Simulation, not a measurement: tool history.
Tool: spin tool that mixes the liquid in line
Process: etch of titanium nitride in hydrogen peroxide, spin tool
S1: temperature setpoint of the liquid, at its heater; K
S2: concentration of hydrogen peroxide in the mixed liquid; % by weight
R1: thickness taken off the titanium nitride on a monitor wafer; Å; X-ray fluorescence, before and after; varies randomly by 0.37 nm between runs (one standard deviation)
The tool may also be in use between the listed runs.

Run 1, hour 0: S1 328.15 K, S2 15.5 % by weight, time under the liquid (s) 285. Result: R1 197.17 Å.
Run 2, hour 2.1: S1 323.15 K, S2 15.5 % by weight, time under the liquid (s) 285. Result: R1 137.38 Å.
Run 3, hour 5.1: S1 326.65 K, S2 15.5 % by weight, time under the liquid (s) 285. Result: R1 173.61 Å.
Run 4, hour 6.8: S1 326.65 K, S2 16.5 % by weight, time under the liquid (s) 285. Result: R1 177.85 Å.
Run 5, hour 8: S1 330.65 K, S2 16.5 % by weight, time under the liquid (s) 285. Result: R1 238.03 Å.
Run 6, hour 13: S1 330.65 K, S2 16.5 % by weight, time under the liquid (s) 285. Result: R1 236.41 Å.
Run 7, hour 15.2: S1 333.15 K, S2 16.5 % by weight, time under the liquid (s) 285. Result: R1 282.32 Å.

What will run 8 give?
Run 8, hour 19.4: S1 335.15 K, S2 16.5 % by weight, time under the liquid (s) 285. Result: R1 ?.

For run 8 the tool returned R1 319.76 Å.
